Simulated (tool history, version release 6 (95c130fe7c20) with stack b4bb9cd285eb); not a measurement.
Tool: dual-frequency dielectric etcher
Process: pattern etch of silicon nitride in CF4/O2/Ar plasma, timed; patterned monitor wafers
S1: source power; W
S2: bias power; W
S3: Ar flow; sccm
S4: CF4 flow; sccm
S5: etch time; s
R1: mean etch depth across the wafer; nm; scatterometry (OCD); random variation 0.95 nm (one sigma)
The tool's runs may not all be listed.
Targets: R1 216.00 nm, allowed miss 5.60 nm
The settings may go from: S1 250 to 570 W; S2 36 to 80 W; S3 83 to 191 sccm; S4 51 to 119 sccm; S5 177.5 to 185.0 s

{"run": 1, "hour": 0.0, "S1": 410, "S2": 58, "S3": 137, "S4": 85, "S5": 177.5, "R1": 252.39}
{"run": 2, "hour": 2.7, "S1": 410, "S2": 68, "S3": 137, "S4": 85, "S5": 177.5, "R1": 264.15}
{"run": 3, "hour": 9.7, "S1": 400, "S2": 68, "S3": 137, "S4": 85, "S5": 177.5, "R1": 259.23}
{"run": 4, "hour": 10.8, "S1": 390, "S2": 68, "S3": 137, "S4": 85, "S5": 177.5, "R1": 253.61}
{"run": 5, "hour": 19.5, "S1": 380, "S2": 68, "S3": 137, "S4": 85, "S5": 177.5, "R1": 245.36}
{"run": 6, "hour": 28.2, "S1": 380, "S2": 72, "S3": 137, "S4": 85, "S5": 177.5, "R1": 250.98}
{"run": 7, "hour": 36.5, "S1": 370, "S2": 72, "S3": 137, "S4": 85, "S5": 177.5, "R1": 246.38}
{"run": 8, "hour": 37.2, "S1": 360, "S2": 72, "S3": 137, "S4": 85, "S5": 177.5, "R1": 237.87}
{"run": 9, "hour": 40.9, "S1": 310, "S2": 71, "S3": 137, "S4": 85, "S5": 177.5, "R1": 202.0}
{"run": 10, "hour": 48.2, "S1": 320, "S2": 71, "S3": 137, "S4": 85, "S5": 177.5, "R1": 208.49}

Which of these 5 next moves meets every target?
{"run": "A", "hour": 55.5, "S1": 320, "S2": 77, "S3": 135, "S4": 93, "S5": 178.0, "R1": "?"}
{"run": "B", "hour": 55.5, "S1": 290, "S2": 75, "S3": 130, "S4": 80, "S5": 177.5, "R1": "?"}
{"run": "C", "hour": 55.5, "S1": 300, "S2": 73, "S3": 152, "S4": 90, "S5": 177.5, "R1": "?"}
{"run": "D", "hour": 55.5, "S1": 330, "S2": 58, "S3": 120, "S4": 67, "S5": 183.5, "R1": "?"}
{"run": "E", "hour": 55.5, "S1": 300, "S2": 70, "S3": 140, "S4": 90, "S5": 185.0, "R1": "?"}

move=A R1=217.99
move=B R1=191.55
move=C R1=194.30
move=D R1=205.27
move=E R1=201.24
A: meets every target
B: further off than the last run
C: further off than the last run
D: further off than the last run
E: further off than the last run
Answer: A
